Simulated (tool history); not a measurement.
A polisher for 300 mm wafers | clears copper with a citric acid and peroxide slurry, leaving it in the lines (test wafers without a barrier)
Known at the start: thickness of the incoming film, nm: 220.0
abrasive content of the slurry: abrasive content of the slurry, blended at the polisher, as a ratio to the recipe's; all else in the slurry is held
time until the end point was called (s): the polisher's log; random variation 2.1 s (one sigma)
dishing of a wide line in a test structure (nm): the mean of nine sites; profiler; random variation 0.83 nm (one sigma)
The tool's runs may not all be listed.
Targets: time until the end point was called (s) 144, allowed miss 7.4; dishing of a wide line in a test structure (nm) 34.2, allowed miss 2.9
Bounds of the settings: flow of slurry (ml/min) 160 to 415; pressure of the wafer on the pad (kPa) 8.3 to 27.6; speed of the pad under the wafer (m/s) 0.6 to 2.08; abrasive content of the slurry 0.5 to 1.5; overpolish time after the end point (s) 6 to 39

run,hour,flow of slurry (ml/min),pressure of the wafer on the pad (kPa),speed of the pad under the wafer (m/s),abrasive content of the slurry,overpolish time after the end point (s),time until the end point was called (s),dishing of a wide line in a test structure (nm)
1,0,265,17.9,1.34,1,20,79.896,40.202
2,2.3,265,17.9,1.34,1.2,20,78.278,39.11
3,8.3,265,17.2,1.32,1.2,21,80.816,40.358
4,11,265,17.2,1.52,1.2,21,75.637,41.096
5,19,295,17.2,1.52,1.2,21,75.235,44.173
6,22.5,295,16.5,1.48,1.2,22,76.03,42.103
7,28.1,285,15.9,1.42,1.2,23,82.966,41.056
8,31.9,285,15.2,1.38,1.2,24,88.868,42.001
9,38.7,285,14.5,1.36,1.2,24,93.244,40.318
10,42.3,285,13.8,1.34,1.2,24,100.1,36.025
11,49.8,285,13.1,1.34,1.2,25,103.5,37.12
12,50.6,285,12.4,1.34,1.2,26,108.84,37.76
13,51.4,285,11.7,1.34,1.2,26,116.1,34.829
14,60.1,280,11.7,1.34,1.2,26,115.98,34.794
15,65.4,275,11.7,1.34,1.2,26,115.73,35.036
16,74.2,270,11.7,1.34,1.2,26,117.48,34.347
17,77.4,260,11.7,1.34,1.2,26,117.01,33.429
18,82.6,255,11.7,1.34,1.2,27,115.34,37.683
19,90.2,250,9.7,1.32,1.2,28,141.19,30.369

4 next moves are on the table. One of them brings every result within its allowed miss. Which?
A,97.8,170,8.3,1.9,1.35,24,?,?
B,97.8,250,8.3,1.4,1.35,27,?,?
C,97.8,180,11.7,0.94,1.1,26,?,?
D,97.8,215,14.5,0.6,1.15,31,?,?

move,time until the end point was called (s),dishing of a wide line in a test structure (nm)
A,131.25,28.001
B,154.38,26.973
C,147.74,27.621
D,143.93,33.298
A: further off than the last run
B: further off than the last run
C: further off than the last run
D: meets every target
Move D is the one to make.

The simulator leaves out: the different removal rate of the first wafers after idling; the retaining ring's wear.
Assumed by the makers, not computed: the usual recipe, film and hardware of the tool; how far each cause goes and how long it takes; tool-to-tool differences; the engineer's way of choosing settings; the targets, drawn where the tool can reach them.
